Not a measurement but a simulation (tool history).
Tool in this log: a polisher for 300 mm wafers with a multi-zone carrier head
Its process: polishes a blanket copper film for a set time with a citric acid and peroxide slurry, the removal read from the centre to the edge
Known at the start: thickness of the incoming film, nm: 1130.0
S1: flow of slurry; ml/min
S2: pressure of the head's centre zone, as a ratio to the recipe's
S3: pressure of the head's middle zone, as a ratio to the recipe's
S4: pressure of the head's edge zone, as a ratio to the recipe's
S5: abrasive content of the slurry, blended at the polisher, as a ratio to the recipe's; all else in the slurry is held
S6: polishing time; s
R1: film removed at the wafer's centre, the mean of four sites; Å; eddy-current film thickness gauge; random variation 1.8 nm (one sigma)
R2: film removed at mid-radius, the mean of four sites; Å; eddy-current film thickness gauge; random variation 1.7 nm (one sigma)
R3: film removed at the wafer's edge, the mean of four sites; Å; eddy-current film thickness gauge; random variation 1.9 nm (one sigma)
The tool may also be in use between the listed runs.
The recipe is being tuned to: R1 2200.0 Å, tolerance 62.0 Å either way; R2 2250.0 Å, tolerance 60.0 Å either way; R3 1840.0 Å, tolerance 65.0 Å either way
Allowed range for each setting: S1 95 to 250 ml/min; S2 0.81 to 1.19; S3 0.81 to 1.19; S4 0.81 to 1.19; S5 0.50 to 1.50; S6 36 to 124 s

{"run": 1, "day": 0.0, "S1": 160, "S2": 1.0, "S3": 1.0, "S4": 1.0, "S5": 1.0, "S6": 79, "R1": 1410.0, "R2": 1379.3, "R3": 1388.6}
{"run": 2, "day": 0.05, "S1": 170, "S2": 1.02, "S3": 1.03, "S4": 1.0, "S5": 1.05, "S6": 81, "R1": 1496.8, "R2": 1485.8, "R3": 1453.6}
{"run": 3, "day": 0.096, "S1": 170, "S2": 1.02, "S3": 1.03, "S4": 1.07, "S5": 1.05, "S6": 81, "R1": 1520.2, "R2": 1500.8, "R3": 1497.5}
{"run": 4, "day": 0.2, "S1": 180, "S2": 1.04, "S3": 1.05, "S4": 1.06, "S5": 1.1, "S6": 82, "R1": 1621.7, "R2": 1571.2, "R3": 1534.2}
{"run": 5, "day": 0.408, "S1": 190, "S2": 1.05, "S3": 1.07, "S4": 1.05, "S5": 1.15, "S6": 83, "R1": 1652.9, "R2": 1638.0, "R3": 1571.1}
{"run": 6, "day": 0.667, "S1": 210, "S2": 1.05, "S3": 1.07, "S4": 1.05, "S5": 1.15, "S6": 83, "R1": 1686.0, "R2": 1664.5, "R3": 1567.6}
{"run": 7, "day": 0.717, "S1": 245, "S2": 1.12, "S3": 1.17, "S4": 1.03, "S5": 1.4, "S6": 92, "R1": 2161.9, "R2": 2200.2, "R3": 1874.0}
{"run": 8, "day": 0.854, "S1": 245, "S2": 1.12, "S3": 1.17, "S4": 1.02, "S5": 1.4, "S6": 92, "R1": 2178.0, "R2": 2178.1, "R3": 1847.9}

Exactly one of the 5 candidate moves below puts every result within its allowed miss. Which one?
{"run": "A", "day": 0.992, "S1": 250, "S2": 1.11, "S3": 1.19, "S4": 0.97, "S5": 1.15, "S6": 99, "R1": "?", "R2": "?", "R3": "?"}
{"run": "B", "day": 0.992, "S1": 235, "S2": 1.12, "S3": 1.14, "S4": 1.01, "S5": 1.45, "S6": 87, "R1": "?", "R2": "?", "R3": "?"}
{"run": "C", "day": 0.992, "S1": 245, "S2": 1.12, "S3": 1.13, "S4": 1.04, "S5": 1.4, "S6": 92, "R1": "?", "R2": "?", "R3": "?"}
{"run": "D", "day": 0.992, "S1": 220, "S2": 1.12, "S3": 1.18, "S4": 1.07, "S5": 1.4, "S6": 91, "R1": "?", "R2": "?", "R3": "?"}
{"run": "E", "day": 0.992, "S1": 225, "S2": 1.08, "S3": 1.1, "S4": 0.96, "S5": 1.45, "S6": 92, "R1": "?", "R2": "?", "R3": "?"}

move=A R1=2169.5 R2=2251.6 R3=1896.3
move=B R1=2044.4 R2=2028.5 R3=1812.9
move=C R1=2152.1 R2=2118.0 R3=1932.4
move=D R1=2096.6 R2=2144.5 R3=1917.5
move=E R1=2070.5 R2=2069.2 R3=1864.2
A: in spec on every target
B: its largest miss is bigger than the last run's
C: its largest miss is bigger than the last run's
D: its largest miss is bigger than the last run's
E: its largest miss is bigger than the last run's
A is the move that brings every result within its allowed miss.

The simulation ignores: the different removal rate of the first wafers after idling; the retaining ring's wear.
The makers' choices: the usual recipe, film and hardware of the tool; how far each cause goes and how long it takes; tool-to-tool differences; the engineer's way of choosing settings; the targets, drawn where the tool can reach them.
